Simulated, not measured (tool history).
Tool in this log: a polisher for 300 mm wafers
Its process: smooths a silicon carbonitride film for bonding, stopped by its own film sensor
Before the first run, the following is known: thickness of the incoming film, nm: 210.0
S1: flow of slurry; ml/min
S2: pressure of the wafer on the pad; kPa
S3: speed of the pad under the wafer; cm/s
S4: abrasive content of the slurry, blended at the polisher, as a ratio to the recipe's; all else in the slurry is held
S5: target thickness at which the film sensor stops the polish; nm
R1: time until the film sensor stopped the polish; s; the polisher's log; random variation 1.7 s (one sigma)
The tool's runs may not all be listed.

run 1 day=0.000 | S1=130 S2=15.2 S3=108 S4=1.0 S5=186 | R1=72.314
run 2 day=0.250 | S1=115 S2=15.2 S3=108 S4=1.0 S5=186 | R1=72.425
run 3 day=0.621 | S1=115 S2=15.2 S3=122 S4=1.0 S5=186 | R1=66.923
run 4 day=0.758 | S1=115 S2=17.9 S3=122 S4=1.0 S5=186 | R1=57.568
run 5 day=0.992 | S1=115 S2=17.9 S3=102 S4=1.0 S5=186 | R1=67.390
run 6 day=1.067 | S1=135 S2=17.9 S3=102 S4=1.0 S5=186 | R1=63.914

Run 7, settings as shown, results not yet in. Your forecast:
run 7 day=1.342 | S1=135 S2=16.5 S3=100 S4=1.0 S5=186 | R1=?

R1: 70.915 s
